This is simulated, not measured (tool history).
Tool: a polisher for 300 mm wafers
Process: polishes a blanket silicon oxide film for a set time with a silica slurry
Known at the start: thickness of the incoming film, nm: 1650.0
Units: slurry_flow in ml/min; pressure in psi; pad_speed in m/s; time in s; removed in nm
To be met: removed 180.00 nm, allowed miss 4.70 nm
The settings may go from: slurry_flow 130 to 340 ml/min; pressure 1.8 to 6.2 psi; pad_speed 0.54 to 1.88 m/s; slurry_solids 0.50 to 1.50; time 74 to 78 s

run	hour	slurry_flow	pressure	pad_speed	slurry_solids	time	removed
1	0.0	220	4.0	1.20	1.00	74	206.08
2	5.3	220	4.0	1.42	1.00	74	237.92
3	13.4	260	4.0	1.42	1.00	74	244.49
4	19.2	260	4.5	1.42	1.00	74	272.36
5	23.6	260	4.5	1.30	1.00	74	251.57
6	26.4	255	4.0	1.30	1.00	74	225.24
7	31.9	245	3.7	1.30	1.00	74	207.27
8	36.4	240	3.5	1.30	1.00	74	196.15

5 next moves are on the table. One of them brings every result within its allowed miss. Which?
A	40.9	165	3.5	1.04	1.05	78	?
B	40.9	240	3.3	1.24	1.00	74	?
C	40.9	235	3.0	1.32	0.95	75	?
D	40.9	265	3.2	1.36	1.10	77	?
E	40.9	280	3.6	1.30	1.05	78	?

move	removed
A	169.55
B	179.40
C	171.65
D	202.07
E	219.43
A: takes the result that was furthest off past its target
B: meets every target
C: takes the result that was furthest off past its target
D: further off than the last run
E: further off than the last run
Answer: B
